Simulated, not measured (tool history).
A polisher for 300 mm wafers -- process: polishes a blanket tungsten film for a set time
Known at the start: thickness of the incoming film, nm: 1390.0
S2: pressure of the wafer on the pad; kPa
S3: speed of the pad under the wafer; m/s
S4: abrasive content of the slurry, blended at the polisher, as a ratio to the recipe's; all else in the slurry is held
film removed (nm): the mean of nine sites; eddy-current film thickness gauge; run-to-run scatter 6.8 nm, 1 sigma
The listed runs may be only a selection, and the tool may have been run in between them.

Run 1, hour 0.0: flow of slurry (ml/min) 180, S2 29.6 kPa, S3 1.42 m/s, S4 1.0, polishing time (s) 42. Result: film removed (nm) 279.47.
Run 2, hour 1.8: flow of slurry (ml/min) 180, S2 26.9 kPa, S3 1.42 m/s, S4 1.0, polishing time (s) 42. Result: film removed (nm) 258.28.
Run 3, hour 8.5: flow of slurry (ml/min) 180, S2 26.9 kPa, S3 1.42 m/s, S4 1.0, polishing time (s) 38. Result: film removed (nm) 232.25.
Run 4, hour 15.6: flow of slurry (ml/min) 180, S2 33.1 kPa, S3 1.46 m/s, S4 1.0, polishing time (s) 38. Result: film removed (nm) 272.55.
Run 5, hour 22.9: flow of slurry (ml/min) 180, S2 33.1 kPa, S3 1.46 m/s, S4 1.1, polishing time (s) 38. Result: film removed (nm) 283.96.
Run 6, hour 27.4: flow of slurry (ml/min) 180, S2 37.2 kPa, S3 1.60 m/s, S4 1.1, polishing time (s) 38. Result: film removed (nm) 337.83.

Estimate the outcome of run 7 from the log above:
At hour 34.6: slurry nozzle cleaned.
Run 7, hour 34.6: flow of slurry (ml/min) 180, S2 40.0 kPa, S3 1.70 m/s, S4 1.1, polishing time (s) 38. Result: film removed (nm) ?.

film removed (nm): 400.48
